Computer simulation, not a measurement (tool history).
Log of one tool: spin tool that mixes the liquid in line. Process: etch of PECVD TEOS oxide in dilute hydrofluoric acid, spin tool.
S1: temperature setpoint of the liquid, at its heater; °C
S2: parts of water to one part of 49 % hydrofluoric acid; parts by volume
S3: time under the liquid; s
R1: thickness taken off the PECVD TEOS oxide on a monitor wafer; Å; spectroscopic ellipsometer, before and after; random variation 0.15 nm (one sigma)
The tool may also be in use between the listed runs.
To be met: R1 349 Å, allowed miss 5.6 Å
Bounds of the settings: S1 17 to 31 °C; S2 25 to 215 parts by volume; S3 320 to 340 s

| run | hour | S1 | S2 | S3 | R1 |
|---|---|---|---|---|---|
| 1 | 0 | 23 | 120 | 320 | 234.31 |
| 2 | 3.3 | 23 | 80 | 320 | 371.85 |
| 3 | 10.3 | 23 | 80 | 340 | 395.34 |
| 4 | 14.1 | 23 | 80 | 340 | 391.69 |
| 5 | 17.3 | 22.5 | 80 | 340 | 387.89 |
| 6 | 22.8 | 22.5 | 55 | 340 | 578.43 |
| 7 | 25.9 | 18.5 | 80 | 340 | 327.22 |
| 8 | 29.4 | 19 | 80 | 340 | 334.3 |
| 9 | 31.5 | 19.5 | 80 | 340 | 343 |

Which of these 5 next moves meets every target?
| A | 33.6 | 18 | 75 | 330 | ? |
| B | 33.6 | 18 | 75 | 335 | ? |
| C | 33.6 | 19.5 | 75 | 325 | ? |
| D | 33.6 | 19.5 | 80 | 335 | ? |
| E | 33.6 | 19 | 80 | 340 | ? |

| move | R1 |
|---|---|
| A | 335.02 |
| B | 340.1 |
| C | 351.51 |
| D | 337.74 |
| E | 335.68 |
A: further off than the last run
B: further off than the last run
C: meets every target
D: further off than the last run
E: further off than the last run
Answer: C

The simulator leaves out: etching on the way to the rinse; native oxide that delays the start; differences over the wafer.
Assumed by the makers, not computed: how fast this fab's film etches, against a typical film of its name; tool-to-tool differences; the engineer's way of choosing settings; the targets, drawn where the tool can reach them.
